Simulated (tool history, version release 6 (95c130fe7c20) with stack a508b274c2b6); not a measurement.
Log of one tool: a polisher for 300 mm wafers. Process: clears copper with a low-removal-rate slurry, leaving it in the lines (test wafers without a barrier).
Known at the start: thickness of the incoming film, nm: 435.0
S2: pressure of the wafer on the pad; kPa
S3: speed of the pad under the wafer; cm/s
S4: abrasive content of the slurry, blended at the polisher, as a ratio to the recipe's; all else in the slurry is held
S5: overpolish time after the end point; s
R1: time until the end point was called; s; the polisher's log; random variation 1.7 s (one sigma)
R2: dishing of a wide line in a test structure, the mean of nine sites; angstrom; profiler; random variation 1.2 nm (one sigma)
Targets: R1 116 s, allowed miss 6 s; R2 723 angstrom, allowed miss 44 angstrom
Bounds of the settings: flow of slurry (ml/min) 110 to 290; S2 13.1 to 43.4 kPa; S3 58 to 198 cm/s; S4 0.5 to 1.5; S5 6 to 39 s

Run 1, hour 0: flow of slurry (ml/min) 185, S2 28.3 kPa, S3 128 cm/s, S4 1, S5 20 s. Result: R1 99.014 s, R2 547.74 angstrom.
Run 2, hour 7: flow of slurry (ml/min) 185, S2 28.3 kPa, S3 128 cm/s, S4 1.1, S5 20 s. Result: R1 94.228 s, R2 558.48 angstrom.
Run 3, hour 8.6: flow of slurry (ml/min) 185, S2 28.3 kPa, S3 128 cm/s, S4 0.95, S5 20 s. Result: R1 97.138 s, R2 545.83 angstrom.
Run 4, hour 11.8: flow of slurry (ml/min) 185, S2 27.6 kPa, S3 128 cm/s, S4 0.95, S5 22 s. Result: R1 100.98 s, R2 591.85 angstrom.
Run 5, hour 14.2: flow of slurry (ml/min) 185, S2 22.1 kPa, S3 128 cm/s, S4 0.95, S5 22 s. Result: R1 122.56 s, R2 478.41 angstrom.
Run 6, hour 14.8: flow of slurry (ml/min) 185, S2 22.1 kPa, S3 128 cm/s, S4 0.95, S5 14 s. Result: R1 121.46 s, R2 347.73 angstrom.
Run 7, hour 18.1: flow of slurry (ml/min) 180, S2 24.8 kPa, S3 126 cm/s, S4 0.95, S5 24 s. Result: R1 110.96 s, R2 564.44 angstrom.
Run 8, hour 26.8: flow of slurry (ml/min) 175, S2 24.1 kPa, S3 124 cm/s, S4 0.95, S5 32 s. Result: R1 117.36 s, R2 652.29 angstrom.

5 next moves are on the table. One of them brings every result within its allowed miss. Which?
Run A, hour 35.5: flow of slurry (ml/min) 180, S2 28.3 kPa, S3 106 cm/s, S4 0.8, S5 25 s. Result: R1 ?, R2 ?.
Run B, hour 35.5: flow of slurry (ml/min) 150, S2 25.5 kPa, S3 114 cm/s, S4 1.15, S5 29 s. Result: R1 ?, R2 ?.
Run C, hour 35.5: flow of slurry (ml/min) 155, S2 25.5 kPa, S3 108 cm/s, S4 1, S5 31 s. Result: R1 ?, R2 ?.
Run D, hour 35.5: flow of slurry (ml/min) 200, S2 21.4 kPa, S3 128 cm/s, S4 1.25, S5 27 s. Result: R1 ?, R2 ?.
Run E, hour 35.5: flow of slurry (ml/min) 175, S2 25.5 kPa, S3 116 cm/s, S4 1, S5 35 s. Result: R1 ?, R2 ?.

move      R1      R2
   A  122.79  549.63
   B  118.12  625.91
   C  128.19  619.24
   D   119.8  579.93
   E  118.38  710.76
A: further off than the last run
B: further off than the last run
C: further off than the last run
D: further off than the last run
E: meets every target
The right move is E.
